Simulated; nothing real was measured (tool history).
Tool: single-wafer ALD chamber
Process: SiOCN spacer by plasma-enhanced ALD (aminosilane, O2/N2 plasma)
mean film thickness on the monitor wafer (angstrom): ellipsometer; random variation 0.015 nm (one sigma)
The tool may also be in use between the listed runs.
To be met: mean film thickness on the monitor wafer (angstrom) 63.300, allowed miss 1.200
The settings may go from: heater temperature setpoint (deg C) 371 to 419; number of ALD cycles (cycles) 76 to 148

run,day,heater temperature setpoint (deg C),number of ALD cycles (cycles),mean film thickness on the monitor wafer (angstrom)
1,0.000,395,112,74.772
2,0.121,400,112,74.843
3,0.167,394,112,74.951
4,0.471,394,106,70.811
5,0.600,386,106,70.648
6,0.908,386,102,67.909
7,1.167,386,99,65.840
8,1.267,386,98,65.233
9,1.642,386,97,64.530

5 next moves are on the table. One of them brings every result within its allowed miss. Which?
A,2.017,388,95,?
B,2.017,387,99,?
C,2.017,385,90,?
D,2.017,383,101,?
E,2.017,373,101,?

move,mean film thickness on the monitor wafer (angstrom)
A,63.245
B,65.908
C,59.917
D,67.240
E,67.240
A: meets every target
B: further off than the last run
C: takes the result that was furthest off past its target
D: further off than the last run
E: further off than the last run
Move A is the one to make.

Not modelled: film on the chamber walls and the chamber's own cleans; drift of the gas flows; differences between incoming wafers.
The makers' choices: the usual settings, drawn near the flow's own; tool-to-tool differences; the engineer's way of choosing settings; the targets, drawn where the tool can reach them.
